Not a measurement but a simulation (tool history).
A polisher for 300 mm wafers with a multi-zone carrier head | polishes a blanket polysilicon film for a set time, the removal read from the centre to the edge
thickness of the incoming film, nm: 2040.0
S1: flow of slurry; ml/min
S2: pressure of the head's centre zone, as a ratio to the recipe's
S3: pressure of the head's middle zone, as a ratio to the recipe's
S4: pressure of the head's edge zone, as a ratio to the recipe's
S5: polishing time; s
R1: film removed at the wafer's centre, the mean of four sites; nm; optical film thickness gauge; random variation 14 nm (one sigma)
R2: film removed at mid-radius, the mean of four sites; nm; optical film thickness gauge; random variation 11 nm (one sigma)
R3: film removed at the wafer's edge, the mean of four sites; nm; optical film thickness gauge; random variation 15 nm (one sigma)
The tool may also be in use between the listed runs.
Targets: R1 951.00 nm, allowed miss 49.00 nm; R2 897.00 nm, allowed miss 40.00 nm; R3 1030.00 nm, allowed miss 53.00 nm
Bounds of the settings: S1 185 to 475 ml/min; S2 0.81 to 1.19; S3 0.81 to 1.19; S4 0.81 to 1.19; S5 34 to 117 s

| run | hour | S1 | S2 | S3 | S4 | S5 | R1 | R2 | R3 |
|---|---|---|---|---|---|---|---|---|---|
| 1 | 0.0 | 305 | 1.00 | 1.00 | 1.00 | 75 | 754.82 | 740.84 | 725.17 |
| 2 | 8.5 | 305 | 1.00 | 1.07 | 1.00 | 75 | 745.41 | 777.57 | 708.53 |
| 3 | 13.6 | 305 | 1.00 | 1.05 | 1.02 | 78 | 754.46 | 777.71 | 736.95 |
| 4 | 16.9 | 305 | 1.00 | 1.05 | 1.02 | 95 | 938.60 | 967.65 | 910.71 |
| 5 | 19.2 | 305 | 1.00 | 1.05 | 0.93 | 95 | 926.34 | 978.01 | 864.20 |
| 6 | 26.4 | 370 | 1.00 | 1.05 | 0.93 | 95 | 955.50 | 990.54 | 873.81 |
| 7 | 28.5 | 365 | 0.99 | 1.03 | 0.95 | 95 | 925.67 | 961.26 | 862.96 |
| 8 | 34.9 | 355 | 0.99 | 1.01 | 0.98 | 96 | 919.93 | 961.22 | 912.90 |

5 next moves are on the table. One of them brings every result within its allowed miss. Which?
| A | 41.3 | 360 | 0.92 | 0.98 | 1.08 | 106 | ? | ? | ? |
| B | 41.3 | 360 | 0.92 | 1.01 | 0.99 | 89 | ? | ? | ? |
| C | 41.3 | 360 | 0.92 | 0.84 | 1.03 | 105 | ? | ? | ? |
| D | 41.3 | 285 | 1.01 | 0.99 | 1.12 | 104 | ? | ? | ? |
| E | 41.3 | 350 | 1.06 | 1.14 | 0.89 | 87 | ? | ? | ? |

| move | R1 | R2 | R3 |
|---|---|---|---|
| A | 954.71 | 1028.50 | 1054.70 |
| B | 801.76 | 885.93 | 848.14 |
| C | 944.77 | 896.40 | 1022.30 |
| D | 995.98 | 996.69 | 1037.50 |
| E | 889.12 | 957.63 | 786.04 |
A: brings the result that was furthest off to its target, and leaves another outside
B: further off than the last run
C: meets every target
D: brings the result that was furthest off to its target, and leaves another outside
E: further off than the last run
The right move is C.
